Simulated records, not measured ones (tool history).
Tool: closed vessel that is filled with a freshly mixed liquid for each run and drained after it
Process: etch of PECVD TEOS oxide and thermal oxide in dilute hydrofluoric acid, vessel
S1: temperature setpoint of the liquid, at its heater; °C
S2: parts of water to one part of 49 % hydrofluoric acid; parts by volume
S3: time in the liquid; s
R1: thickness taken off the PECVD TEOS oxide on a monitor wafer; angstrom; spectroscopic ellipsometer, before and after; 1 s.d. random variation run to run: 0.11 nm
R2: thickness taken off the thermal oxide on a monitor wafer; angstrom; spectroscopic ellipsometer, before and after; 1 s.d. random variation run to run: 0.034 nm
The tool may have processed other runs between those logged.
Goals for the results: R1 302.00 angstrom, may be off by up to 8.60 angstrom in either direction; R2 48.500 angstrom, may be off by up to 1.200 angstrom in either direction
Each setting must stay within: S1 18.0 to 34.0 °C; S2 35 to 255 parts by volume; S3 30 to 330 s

Run 1, hour 0.0: S1 26.0 °C, S2 145 parts by volume, S3 170 s. Result: R1 320.12 angstrom, R2 52.029 angstrom.
Run 2, hour 2.3: S1 26.0 °C, S2 145 parts by volume, S3 210 s. Result: R1 397.09 angstrom, R2 64.601 angstrom.
Run 3, hour 9.2: S1 26.0 °C, S2 145 parts by volume, S3 255 s. Result: R1 482.38 angstrom, R2 77.685 angstrom.
Run 4, hour 14.4: S1 26.0 °C, S2 100 parts by volume, S3 255 s. Result: R1 737.89 angstrom, R2 120.310 angstrom.
At hour 20.7: hydrofluoric acid flow meter replaced.
Run 5, hour 20.7: S1 24.0 °C, S2 120 parts by volume, S3 255 s. Result: R1 631.27 angstrom, R2 102.610 angstrom.
Run 6, hour 28.0: S1 27.0 °C, S2 120 parts by volume, S3 255 s. Result: R1 710.16 angstrom, R2 115.400 angstrom.
Run 7, hour 29.0: S1 24.5 °C, S2 130 parts by volume, S3 255 s. Result: R1 590.15 angstrom, R2 95.151 angstrom.
Run 8, hour 33.4: S1 24.0 °C, S2 150 parts by volume, S3 255 s. Result: R1 491.93 angstrom, R2 79.159 angstrom.
Run 9, hour 35.1: S1 23.0 °C, S2 165 parts by volume, S3 255 s. Result: R1 422.33 angstrom, R2 68.231 angstrom.
Run 10, hour 38.1: S1 22.0 °C, S2 175 parts by volume, S3 255 s. Result: R1 381.28 angstrom, R2 60.785 angstrom.
Run 11, hour 45.9: S1 21.5 °C, S2 180 parts by volume, S3 255 s. Result: R1 359.00 angstrom, R2 58.135 angstrom.

Next run, 4 choices. One meets every target within its allowed miss, the rest don't. Which?
Run A, hour 53.7: S1 18.0 °C, S2 160 parts by volume, S3 295 s. Result: R1 ?, R2 ?.
Run B, hour 53.7: S1 21.5 °C, S2 195 parts by volume, S3 255 s. Result: R1 ?, R2 ?.
Run C, hour 53.7: S1 25.0 °C, S2 220 parts by volume, S3 240 s. Result: R1 ?, R2 ?.
Run D, hour 53.7: S1 24.0 °C, S2 230 parts by volume, S3 280 s. Result: R1 ?, R2 ?.

move      R1      R2
   A  417.24  66.330
   B  327.80  52.112
   C  303.31  48.218
   D  323.02  51.352
A: its largest miss is bigger than the last run's
B: closes in on the targets versus the last run, not all within tolerance yet
C: every result within its allowed miss
D: closes in on the targets versus the last run, not all within tolerance yet
Move C is the one to make.

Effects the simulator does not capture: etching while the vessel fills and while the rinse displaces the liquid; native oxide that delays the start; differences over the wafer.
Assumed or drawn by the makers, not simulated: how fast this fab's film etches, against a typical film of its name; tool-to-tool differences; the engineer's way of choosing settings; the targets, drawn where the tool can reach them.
